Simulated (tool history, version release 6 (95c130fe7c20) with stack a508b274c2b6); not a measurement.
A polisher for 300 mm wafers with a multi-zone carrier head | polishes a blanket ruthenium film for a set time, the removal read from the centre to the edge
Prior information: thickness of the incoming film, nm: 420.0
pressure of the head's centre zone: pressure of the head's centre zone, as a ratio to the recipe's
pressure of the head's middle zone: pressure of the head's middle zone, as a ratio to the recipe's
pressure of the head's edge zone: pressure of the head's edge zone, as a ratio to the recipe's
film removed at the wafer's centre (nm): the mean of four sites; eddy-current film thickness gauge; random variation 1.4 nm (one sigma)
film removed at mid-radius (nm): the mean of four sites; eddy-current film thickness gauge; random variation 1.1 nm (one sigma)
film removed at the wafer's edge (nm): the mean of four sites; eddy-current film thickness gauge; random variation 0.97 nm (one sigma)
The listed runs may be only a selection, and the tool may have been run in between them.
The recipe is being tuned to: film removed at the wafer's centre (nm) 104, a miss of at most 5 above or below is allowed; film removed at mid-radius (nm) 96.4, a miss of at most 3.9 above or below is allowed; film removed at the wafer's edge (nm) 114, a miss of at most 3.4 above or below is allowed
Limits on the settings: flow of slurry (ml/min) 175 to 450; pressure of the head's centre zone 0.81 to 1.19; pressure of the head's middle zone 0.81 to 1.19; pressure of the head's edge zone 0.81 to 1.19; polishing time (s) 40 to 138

| run | hour | flow of slurry (ml/min) | pressure of the head's centre zone | pressure of the head's middle zone | pressure of the head's edge zone | polishing time (s) | film removed at the wafer's centre (nm) | film removed at mid-radius (nm) | film removed at the wafer's edge (nm) |
|---|---|---|---|---|---|---|---|---|---|
| 1 | 0 | 290 | 1 | 1 | 1 | 88 | 74.977 | 78.138 | 77.405 |
| 2 | 2.4 | 290 | 1 | 0.93 | 1 | 88 | 76.154 | 75.547 | 78.773 |
| 3 | 9.3 | 295 | 1 | 0.92 | 1.03 | 93 | 80.874 | 78.382 | 82.944 |
| 4 | 10.6 | 270 | 1 | 0.92 | 1.03 | 93 | 76.898 | 75.419 | 83.544 |
| 5 | 15.8 | 270 | 1.04 | 0.92 | 1.03 | 93 | 81.685 | 77.089 | 82.652 |
| 6 | 18.2 | 275 | 1.03 | 0.91 | 1.05 | 98 | 86.106 | 80.323 | 86.799 |
| 7 | 23.3 | 275 | 1.03 | 0.91 | 1.05 | 98 | 83.391 | 80.066 | 88.553 |
| 8 | 31.1 | 285 | 1.04 | 0.9 | 1.07 | 102 | 89.831 | 82.911 | 91.902 |
| 9 | 32.1 | 285 | 1.03 | 0.89 | 1.08 | 106 | 94.542 | 83.737 | 96.672 |
| 10 | 33.8 | 290 | 1.02 | 0.9 | 1.09 | 109 | 94.799 | 88.316 | 100.76 |

Of the 5 settings listed for the next run, only one would bring every result within its allowed miss of target. Which one?
| A | 35.5 | 450 | 1.18 | 0.82 | 1.08 | 101 | ? | ? | ? |
| B | 35.5 | 190 | 1.05 | 0.81 | 1.19 | 123 | ? | ? | ? |
| C | 35.5 | 335 | 1.01 | 0.94 | 1.02 | 119 | ? | ? | ? |
| D | 35.5 | 220 | 0.88 | 0.86 | 1.17 | 129 | ? | ? | ? |
| E | 35.5 | 280 | 0.97 | 0.84 | 1.04 | 126 | ? | ? | ? |

| move | film removed at the wafer's centre (nm) | film removed at mid-radius (nm) | film removed at the wafer's edge (nm) |
|---|---|---|---|
| A | 106.24 | 78.136 | 95.494 |
| B | 103.09 | 85.372 | 113.45 |
| C | 104.39 | 100.77 | 107.25 |
| D | 93.055 | 96.488 | 120.03 |
| E | 103.9 | 95.437 | 113.18 |
A: its largest miss is bigger than the last run's
B: brings the result that was furthest off to its target, and leaves another outside
C: nearer the targets than the last run, but a result is still out of spec
D: takes the result that was furthest off past its target
E: meets every target
Move E is the one to make.

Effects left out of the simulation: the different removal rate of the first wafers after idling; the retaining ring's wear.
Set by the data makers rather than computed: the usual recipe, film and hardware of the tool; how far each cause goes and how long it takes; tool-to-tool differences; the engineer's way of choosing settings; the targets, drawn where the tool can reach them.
